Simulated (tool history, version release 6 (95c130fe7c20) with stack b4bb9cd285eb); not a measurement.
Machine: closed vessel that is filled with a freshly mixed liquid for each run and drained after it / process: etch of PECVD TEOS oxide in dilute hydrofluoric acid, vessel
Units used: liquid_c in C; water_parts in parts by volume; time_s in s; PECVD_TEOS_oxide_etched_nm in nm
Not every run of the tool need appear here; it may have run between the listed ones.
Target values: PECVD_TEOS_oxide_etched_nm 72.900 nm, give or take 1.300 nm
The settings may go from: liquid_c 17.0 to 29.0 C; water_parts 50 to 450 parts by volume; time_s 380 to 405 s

Run 1, hour 0.0: liquid_c 21.0 C, water_parts 250 parts by volume, time_s 380 s. Result: PECVD_TEOS_oxide_etched_nm 18.418 nm.
Run 2, hour 8.1: liquid_c 21.0 C, water_parts 250 parts by volume, time_s 405 s. Result: PECVD_TEOS_oxide_etched_nm 19.509 nm.
Run 3, hour 12.8: liquid_c 23.0 C, water_parts 195 parts by volume, time_s 405 s. Result: PECVD_TEOS_oxide_etched_nm 28.622 nm.
Run 4, hour 16.6: liquid_c 23.0 C, water_parts 195 parts by volume, time_s 405 s. Result: PECVD_TEOS_oxide_etched_nm 28.413 nm.
Run 5, hour 24.7: liquid_c 20.5 C, water_parts 195 parts by volume, time_s 405 s. Result: PECVD_TEOS_oxide_etched_nm 25.979 nm.
Run 6, hour 30.5: liquid_c 22.5 C, water_parts 160 parts by volume, time_s 405 s. Result: PECVD_TEOS_oxide_etched_nm 35.357 nm.
Run 7, hour 38.3: liquid_c 24.0 C, water_parts 140 parts by volume, time_s 405 s. Result: PECVD_TEOS_oxide_etched_nm 44.225 nm.
Run 8, hour 45.8: liquid_c 25.5 C, water_parts 130 parts by volume, time_s 405 s. Result: PECVD_TEOS_oxide_etched_nm 50.429 nm.
Run 9, hour 52.7: liquid_c 26.5 C, water_parts 120 parts by volume, time_s 405 s. Result: PECVD_TEOS_oxide_etched_nm 58.042 nm.
Run 10, hour 58.0: liquid_c 27.0 C, water_parts 115 parts by volume, time_s 405 s. Result: PECVD_TEOS_oxide_etched_nm 62.344 nm.
Run 11, hour 64.3: liquid_c 27.0 C, water_parts 115 parts by volume, time_s 405 s. Result: PECVD_TEOS_oxide_etched_nm 61.901 nm.
Run 12, hour 68.4: liquid_c 27.5 C, water_parts 115 parts by volume, time_s 405 s. Result: PECVD_TEOS_oxide_etched_nm 62.859 nm.
Run 13, hour 69.5: liquid_c 28.0 C, water_parts 110 parts by volume, time_s 405 s. Result: PECVD_TEOS_oxide_etched_nm 67.427 nm.
Run 14, hour 73.0: liquid_c 28.5 C, water_parts 110 parts by volume, time_s 405 s. Result: PECVD_TEOS_oxide_etched_nm 69.041 nm.
Run 15, hour 78.0: liquid_c 29.0 C, water_parts 110 parts by volume, time_s 405 s. Result: PECVD_TEOS_oxide_etched_nm 70.224 nm.
At hour 84.9: thermometer replaced.
Run 16, hour 84.9: liquid_c 29.0 C, water_parts 105 parts by volume, time_s 405 s. Result: PECVD_TEOS_oxide_etched_nm 68.355 nm.

Next run, 5 choices. One meets every target within its allowed miss, the rest don't. Which?
Run A, hour 91.8: liquid_c 28.0 C, water_parts 105 parts by volume, time_s 405 s. Result: PECVD_TEOS_oxide_etched_nm ?.
Run B, hour 91.8: liquid_c 29.0 C, water_parts 110 parts by volume, time_s 405 s. Result: PECVD_TEOS_oxide_etched_nm ?.
Run C, hour 91.8: liquid_c 29.0 C, water_parts 100 parts by volume, time_s 405 s. Result: PECVD_TEOS_oxide_etched_nm ?.
Run D, hour 91.8: liquid_c 29.0 C, water_parts 105 parts by volume, time_s 385 s. Result: PECVD_TEOS_oxide_etched_nm ?.
Run E, hour 91.8: liquid_c 27.0 C, water_parts 100 parts by volume, time_s 380 s. Result: PECVD_TEOS_oxide_etched_nm ?.

move  PECVD_TEOS_oxide_etched_nm
   A                      66.238
   B                      65.220
   C                      72.732
   D                      65.396
   E                      63.223
A: moves away from the targets compared with the last run
B: moves away from the targets compared with the last run
C: every result lands within tolerance
D: moves away from the targets compared with the last run
E: moves away from the targets compared with the last run
C is the move that brings every result within its allowed miss.
